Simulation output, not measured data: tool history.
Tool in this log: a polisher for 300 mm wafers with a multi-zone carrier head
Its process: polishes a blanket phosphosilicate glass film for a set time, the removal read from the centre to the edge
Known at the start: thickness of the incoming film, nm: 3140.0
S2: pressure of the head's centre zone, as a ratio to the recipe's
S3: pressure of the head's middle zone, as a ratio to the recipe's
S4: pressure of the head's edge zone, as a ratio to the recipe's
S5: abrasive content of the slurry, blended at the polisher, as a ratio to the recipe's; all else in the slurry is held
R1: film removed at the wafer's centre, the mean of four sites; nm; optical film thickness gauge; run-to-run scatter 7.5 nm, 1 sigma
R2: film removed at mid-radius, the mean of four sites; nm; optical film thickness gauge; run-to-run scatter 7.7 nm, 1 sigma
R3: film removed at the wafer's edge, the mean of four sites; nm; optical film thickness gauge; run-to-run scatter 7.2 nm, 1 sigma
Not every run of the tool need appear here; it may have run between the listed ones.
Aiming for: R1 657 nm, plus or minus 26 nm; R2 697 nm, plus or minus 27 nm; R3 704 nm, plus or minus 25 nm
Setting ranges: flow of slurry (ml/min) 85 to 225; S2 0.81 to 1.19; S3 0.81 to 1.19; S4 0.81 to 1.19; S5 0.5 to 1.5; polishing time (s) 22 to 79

run 1 hour=0 | flow_of_slurry_(ml/min)=145 S2=1 S3=1 S4=1 S5=1 polishing_time_(s)=50 | R1=441.69 R2=436.34 R3=452.28
run 2 hour=8.5 | flow_of_slurry_(ml/min)=150 S2=1 S3=1.03 S4=1.04 S5=1.15 polishing_time_(s)=52 | R1=491.52 R2=500.07 R3=510.33
run 3 hour=15.2 | flow_of_slurry_(ml/min)=155 S2=1 S3=1.04 S4=1.07 S5=1.25 polishing_time_(s)=54 | R1=538.83 R2=538.66 R3=568.09
run 4 hour=21 | flow_of_slurry_(ml/min)=165 S2=1 S3=1.07 S4=1.09 S5=1.3 polishing_time_(s)=55 | R1=551.92 R2=584.63 R3=593.16
run 5 hour=23.9 | flow_of_slurry_(ml/min)=170 S2=1.01 S3=1.08 S4=1.1 S5=1.35 polishing_time_(s)=56 | R1=572.11 R2=597.55 R3=613.91
run 6 hour=32.5 | flow_of_slurry_(ml/min)=170 S2=1.01 S3=1.08 S4=1.1 S5=1.35 polishing_time_(s)=48 | R1=504.41 R2=512.42 R3=531.1
run 7 hour=38 | flow_of_slurry_(ml/min)=170 S2=1.02 S3=1.09 S4=1.11 S5=1.4 polishing_time_(s)=51 | R1=533.24 R2=565.64 R3=575.24
run 8 hour=47 | flow_of_slurry_(ml/min)=170 S2=1.03 S3=1.09 S4=1.12 S5=1.45 polishing_time_(s)=53 | R1=575.24 R2=591.32 R3=611.15

Which of these 5 next moves meets every target?
run A hour=56 | flow_of_slurry_(ml/min)=100 S2=1.08 S3=0.88 S4=1.19 S5=1.5 polishing_time_(s)=59 | R1=? R2=? R3=?
run B hour=56 | flow_of_slurry_(ml/min)=170 S2=1 S3=1.1 S4=1.09 S5=1.5 polishing_time_(s)=61 | R1=? R2=? R3=?
run C hour=56 | flow_of_slurry_(ml/min)=140 S2=1.17 S3=0.81 S4=1.19 S5=1.5 polishing_time_(s)=59 | R1=? R2=? R3=?
run D hour=56 | flow_of_slurry_(ml/min)=155 S2=0.89 S3=1.1 S4=1.17 S5=1.5 polishing_time_(s)=57 | R1=? R2=? R3=?
run E hour=56 | flow_of_slurry_(ml/min)=150 S2=0.81 S3=0.99 S4=1.19 S5=1.5 polishing_time_(s)=56 | R1=? R2=? R3=?

move=A R1=610.31 R2=521.65 R3=658.26
move=B R1=657.04 R2=707.23 R3=687.68
move=C R1=688.71 R2=514.59 R3=684.62
move=D R1=557.68 R2=652.53 R3=660.11
move=E R1=510.92 R2=583.55 R3=653.03
A: the biggest miss grows against the last run
B: every result within its allowed miss
C: the biggest miss grows against the last run
D: as far off as the last run
E: the biggest miss grows against the last run
Go with B: it meets all targets.

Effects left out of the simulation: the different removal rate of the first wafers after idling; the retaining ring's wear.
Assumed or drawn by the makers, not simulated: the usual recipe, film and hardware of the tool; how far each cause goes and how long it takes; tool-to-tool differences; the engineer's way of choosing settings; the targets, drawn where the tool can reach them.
